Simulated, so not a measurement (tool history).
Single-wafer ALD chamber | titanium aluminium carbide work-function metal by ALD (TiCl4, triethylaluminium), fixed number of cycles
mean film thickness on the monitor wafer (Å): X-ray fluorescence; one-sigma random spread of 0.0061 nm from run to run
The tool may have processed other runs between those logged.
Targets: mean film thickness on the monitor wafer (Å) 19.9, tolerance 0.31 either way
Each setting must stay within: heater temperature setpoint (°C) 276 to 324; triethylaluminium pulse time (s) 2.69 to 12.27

run	hour	heater temperature setpoint (°C)	triethylaluminium pulse time (s)	mean film thickness on the monitor wafer (Å)
1	0	300	7.48	17.793
2	1.2	305	7.76	18.475
3	7.6	301	7.76	18.139
4	9.4	306	7.92	18.576
5	10.4	301	7.92	18.154
6	14.2	291	7.92	17.548
7	20.8	298	8.26	18.205
8	26.9	303	8.46	18.608

Pick the move, out of 5, that brings all results within their allowed miss; only one does.
A	33	298	6.73	?
B	33	299	7.02	?
C	33	315	10.19	?
D	33	296	8.32	?
E	33	322	10.51	?

move	mean film thickness on the monitor wafer (Å)
A	17.114
B	17.454
C	20.048
D	18.093
E	20.623
A: further off than the last run
B: further off than the last run
C: meets every target
D: further off than the last run
E: takes the result that was furthest off past its target
Correct choice: C, which meets every target

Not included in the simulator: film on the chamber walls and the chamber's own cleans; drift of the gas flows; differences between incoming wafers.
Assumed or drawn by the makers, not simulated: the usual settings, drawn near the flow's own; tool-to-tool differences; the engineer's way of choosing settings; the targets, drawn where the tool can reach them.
